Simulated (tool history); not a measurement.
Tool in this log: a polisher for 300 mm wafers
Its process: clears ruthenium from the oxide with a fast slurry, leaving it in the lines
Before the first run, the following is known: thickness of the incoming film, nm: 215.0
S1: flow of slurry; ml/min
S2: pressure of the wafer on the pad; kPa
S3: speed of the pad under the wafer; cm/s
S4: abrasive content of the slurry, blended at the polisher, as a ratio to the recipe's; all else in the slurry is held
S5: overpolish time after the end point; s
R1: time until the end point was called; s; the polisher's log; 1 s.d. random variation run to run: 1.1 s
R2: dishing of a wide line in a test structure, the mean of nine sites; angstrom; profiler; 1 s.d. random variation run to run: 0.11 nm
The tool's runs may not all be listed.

run  hour   S1    S2   S3   S4  S5       R1       R2
  1   0.0  195  11.7  122  1.0   9   80.314  193.240
  2   7.0  195  11.7  122  1.0   6   80.292  138.600
  3  11.0  195  10.3  122  1.0   6   90.214  118.030
  4  18.3  195   9.7  124  1.0   5   97.037   94.471
  5  19.4  195   9.0  128  1.0   5  101.480   90.662
  6  21.2  195   8.3  132  1.0   5  105.550   92.056

The next listed run, before its measurement:
  7  26.0  215  7.6  124  1.1   5   ?   ?

Run 7 yielded R1 115.280 s, R2 84.150 angstrom.
